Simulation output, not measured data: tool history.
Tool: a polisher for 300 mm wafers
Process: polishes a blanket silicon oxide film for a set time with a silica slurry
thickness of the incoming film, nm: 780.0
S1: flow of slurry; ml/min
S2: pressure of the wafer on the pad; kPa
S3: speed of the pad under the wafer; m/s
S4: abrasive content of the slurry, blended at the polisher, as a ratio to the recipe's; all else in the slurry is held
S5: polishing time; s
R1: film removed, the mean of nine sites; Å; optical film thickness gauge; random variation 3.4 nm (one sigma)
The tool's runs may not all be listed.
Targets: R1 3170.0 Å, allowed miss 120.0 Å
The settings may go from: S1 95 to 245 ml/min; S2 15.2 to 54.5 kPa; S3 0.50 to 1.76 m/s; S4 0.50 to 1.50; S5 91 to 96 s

Run 1, hour 0.0: S1 155 ml/min, S2 34.5 kPa, S3 1.12 m/s, S4 1.00, S5 91 s. Result: R1 3666.3 Å.
Run 2, hour 3.7: S1 150 ml/min, S2 33.1 kPa, S3 1.12 m/s, S4 1.00, S5 91 s. Result: R1 3624.1 Å.
Run 3, hour 8.8: S1 150 ml/min, S2 37.9 kPa, S3 1.12 m/s, S4 1.00, S5 91 s. Result: R1 3993.2 Å.
Run 4, hour 12.7: S1 150 ml/min, S2 37.9 kPa, S3 1.12 m/s, S4 1.00, S5 91 s. Result: R1 3969.1 Å.
Run 5, hour 15.5: S1 150 ml/min, S2 37.9 kPa, S3 1.22 m/s, S4 1.00, S5 91 s. Result: R1 4285.3 Å.
Run 6, hour 16.2: S1 150 ml/min, S2 37.9 kPa, S3 1.42 m/s, S4 1.00, S5 91 s. Result: R1 4823.4 Å.
Run 7, hour 17.0: S1 150 ml/min, S2 33.1 kPa, S3 1.40 m/s, S4 1.00, S5 91 s. Result: R1 4278.1 Å.
Run 8, hour 18.3: S1 150 ml/min, S2 29.6 kPa, S3 1.40 m/s, S4 1.00, S5 91 s. Result: R1 4055.5 Å.
Run 9, hour 25.4: S1 150 ml/min, S2 26.2 kPa, S3 1.38 m/s, S4 1.00, S5 91 s. Result: R1 3650.6 Å.
Run 10, hour 30.6: S1 150 ml/min, S2 24.1 kPa, S3 1.38 m/s, S4 1.00, S5 91 s. Result: R1 3455.5 Å.
Run 11, hour 36.7: S1 150 ml/min, S2 22.8 kPa, S3 1.38 m/s, S4 1.00, S5 91 s. Result: R1 3416.0 Å.
Run 12, hour 40.3: S1 150 ml/min, S2 22.8 kPa, S3 1.38 m/s, S4 1.00, S5 91 s. Result: R1 3303.4 Å.

Which of these 5 next moves meets every target?
Run A, hour 43.9: S1 180 ml/min, S2 19.3 kPa, S3 1.26 m/s, S4 0.95, S5 91 s. Result: R1 ?.
Run B, hour 43.9: S1 195 ml/min, S2 17.2 kPa, S3 1.60 m/s, S4 0.75, S5 91 s. Result: R1 ?.
Run C, hour 43.9: S1 95 ml/min, S2 22.8 kPa, S3 1.30 m/s, S4 1.15, S5 91 s. Result: R1 ?.
Run D, hour 43.9: S1 155 ml/min, S2 24.8 kPa, S3 1.12 m/s, S4 0.90, S5 91 s. Result: R1 ?.
Run E, hour 43.9: S1 150 ml/min, S2 16.5 kPa, S3 1.58 m/s, S4 0.85, S5 91 s. Result: R1 ?.

move      R1
   A  2798.8
   B  2908.6
   C  3170.9
   D  2847.5
   E  2890.8
A: takes the result that was furthest off past its target
B: takes the result that was furthest off past its target
C: meets every target
D: takes the result that was furthest off past its target
E: takes the result that was furthest off past its target
Move C is the one to make.
